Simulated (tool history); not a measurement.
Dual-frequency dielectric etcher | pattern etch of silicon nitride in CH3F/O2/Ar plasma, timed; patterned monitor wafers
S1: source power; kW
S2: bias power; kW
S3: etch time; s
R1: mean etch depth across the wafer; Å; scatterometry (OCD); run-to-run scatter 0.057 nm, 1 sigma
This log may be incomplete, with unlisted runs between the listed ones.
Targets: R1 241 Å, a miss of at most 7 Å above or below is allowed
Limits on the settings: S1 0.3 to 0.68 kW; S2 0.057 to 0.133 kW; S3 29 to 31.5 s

run	hour	S1	S2	S3	R1
1	0	0.49	0.095	31.5	287.96
2	1.6	0.56	0.095	31.5	305.21
3	8.4	0.56	0.095	29	280.84
4	12.1	0.53	0.092	29	272.55
5	14.4	0.53	0.076	29	257.21
6	23	0.52	0.075	29	254.9
7	26.7	0.51	0.074	29	251.48
8	29.2	0.5	0.073	29	248.69

5 next moves are on the table. One of them brings every result within its allowed miss. Which?
A	31.7	0.44	0.057	30	?
B	31.7	0.46	0.063	29	?
C	31.7	0.47	0.069	29	?
D	31.7	0.57	0.058	30.5	?
E	31.7	0.5	0.069	30.5	?

move	R1
A	227.79
B	230.49
C	238.48
D	260.12
E	257.55
A: the result that was furthest off in the last run now lies on the other side of its target
B: the result that was furthest off in the last run now lies on the other side of its target
C: meets every target
D: misses by more than the last run did
E: misses by more than the last run did
Answer: C
